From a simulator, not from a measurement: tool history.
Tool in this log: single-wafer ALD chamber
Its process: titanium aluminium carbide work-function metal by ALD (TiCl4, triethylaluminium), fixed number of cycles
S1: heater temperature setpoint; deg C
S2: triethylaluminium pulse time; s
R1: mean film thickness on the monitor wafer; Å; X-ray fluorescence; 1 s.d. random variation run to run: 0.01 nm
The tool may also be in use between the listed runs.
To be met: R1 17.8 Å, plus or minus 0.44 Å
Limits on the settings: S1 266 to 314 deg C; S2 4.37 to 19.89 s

Run 1, hour 0: S1 290 deg C, S2 12.13 s. Result: R1 20.306 Å.
Run 2, hour 4.9: S1 290 deg C, S2 10.46 s. Result: R1 19.925 Å.
Run 3, hour 10.6: S1 288 deg C, S2 10.05 s. Result: R1 19.628 Å.
Run 4, hour 13.3: S1 288 deg C, S2 11.92 s. Result: R1 20.165 Å.
Run 5, hour 14.1: S1 286 deg C, S2 11.29 s. Result: R1 19.866 Å.
Run 6, hour 17.5: S1 286 deg C, S2 13.97 s. Result: R1 20.141 Å.
Run 7, hour 26.4: S1 274 deg C, S2 10.09 s. Result: R1 18.688 Å.
Run 8, hour 29.9: S1 274 deg C, S2 10.09 s. Result: R1 18.474 Å.
Run 9, hour 33.6: S1 273 deg C, S2 9.97 s. Result: R1 18.357 Å.
Run 10, hour 36.8: S1 272 deg C, S2 9.87 s. Result: R1 18.377 Å.
Run 11, hour 41.7: S1 271 deg C, S2 9.74 s. Result: R1 18.174 Å.

Below are 5 possible settings for the next run. Only one of them brings all results inside the allowed miss of their targets. Which is it?
Run A, hour 46.6: S1 274 deg C, S2 10.39 s. Result: R1 ?.
Run B, hour 46.6: S1 276 deg C, S2 9.98 s. Result: R1 ?.
Run C, hour 46.6: S1 266 deg C, S2 10.02 s. Result: R1 ?.
Run D, hour 46.6: S1 269 deg C, S2 12.37 s. Result: R1 ?.
Run E, hour 46.6: S1 285 deg C, S2 8.31 s. Result: R1 ?.

move      R1
   A  18.804
   B  18.865
   C  18.079
   D  18.705
   E   18.95
A: the biggest miss grows against the last run
B: the biggest miss grows against the last run
C: every result lands within tolerance
D: the biggest miss grows against the last run
E: the biggest miss grows against the last run
C meets every target.
